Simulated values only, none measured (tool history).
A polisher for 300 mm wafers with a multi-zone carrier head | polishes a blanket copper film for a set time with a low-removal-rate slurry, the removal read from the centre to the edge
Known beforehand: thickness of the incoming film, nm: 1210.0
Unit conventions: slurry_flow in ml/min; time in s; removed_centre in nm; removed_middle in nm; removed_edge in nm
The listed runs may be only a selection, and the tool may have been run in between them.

run	hour	slurry_flow	centre_zone	middle_zone	edge_zone	slurry_solids	time	removed_centre	removed_middle	removed_edge
1	0	295	1	1	1	1	85	148.21	150.95	149.56
2	4	295	1	0.93	1	1	85	148.88	145.05	151.27
3	9.6	300	1.03	0.93	1.02	1.05	85	156.1	144.27	153.14
4	17.1	305	1.04	0.94	1.03	1.1	85	159.56	147.81	152.76
5	23.6	305	1.04	0.94	1.03	1.1	76	141.31	129.47	135.09
6	30.8	305	1.08	0.94	1.03	1.1	76	146.72	131.39	137.22

Run 7 comes next. What will it give?
7	35.7	300	1.08	0.93	1.04	1.15	79	?	?	?

{"run 7": {"removed_centre": 152.1, "removed_middle": 138.07, "removed_edge": 145.29}}
